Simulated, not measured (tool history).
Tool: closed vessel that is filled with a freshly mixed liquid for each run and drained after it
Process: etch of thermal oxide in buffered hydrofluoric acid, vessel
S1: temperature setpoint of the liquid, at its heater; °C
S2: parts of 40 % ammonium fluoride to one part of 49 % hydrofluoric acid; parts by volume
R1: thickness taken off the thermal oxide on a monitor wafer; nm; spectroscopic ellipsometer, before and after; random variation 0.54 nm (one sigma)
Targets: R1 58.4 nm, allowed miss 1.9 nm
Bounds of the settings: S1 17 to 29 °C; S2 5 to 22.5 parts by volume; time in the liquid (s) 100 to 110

Run 1, hour 0: S1 21 °C, S2 13.5 parts by volume, time in the liquid (s) 100. Result: R1 66.77 nm.
Run 2, hour 7.3: S1 24.5 °C, S2 13.5 parts by volume, time in the liquid (s) 100. Result: R1 81.771 nm.
Run 3, hour 14.4: S1 24.5 °C, S2 10.5 parts by volume, time in the liquid (s) 100. Result: R1 105.09 nm.
Run 4, hour 20.5: S1 24.5 °C, S2 10.5 parts by volume, time in the liquid (s) 100. Result: R1 105.93 nm.
Run 5, hour 28: S1 24.5 °C, S2 10.5 parts by volume, time in the liquid (s) 100. Result: R1 104.43 nm.
Run 6, hour 29.3: S1 22.5 °C, S2 11 parts by volume, time in the liquid (s) 100. Result: R1 90.119 nm.
Run 7, hour 36.6: S1 21 °C, S2 11.5 parts by volume, time in the liquid (s) 100. Result: R1 78.282 nm.
Run 8, hour 45.3: S1 20 °C, S2 11.5 parts by volume, time in the liquid (s) 100. Result: R1 73.716 nm.
Run 9, hour 47: S1 19.5 °C, S2 11.5 parts by volume, time in the liquid (s) 100. Result: R1 72.607 nm.
Run 10, hour 54.1: S1 17 °C, S2 13 parts by volume, time in the liquid (s) 100. Result: R1 56.158 nm.

Which of these 4 next moves meets every target?
Run A, hour 61.2: S1 17 °C, S2 12 parts by volume, time in the liquid (s) 105. Result: R1 ?.
Run B, hour 61.2: S1 17 °C, S2 11.5 parts by volume, time in the liquid (s) 100. Result: R1 ?.
Run C, hour 61.2: S1 17 °C, S2 13 parts by volume, time in the liquid (s) 105. Result: R1 ?.
Run D, hour 61.2: S1 17 °C, S2 14 parts by volume, time in the liquid (s) 105. Result: R1 ?.

move      R1
   A  62.525
   B  62.079
   C  57.809
   D  53.751
A: takes the result that was furthest off past its target
B: takes the result that was furthest off past its target
C: meets every target
D: further off than the last run
Answer: C
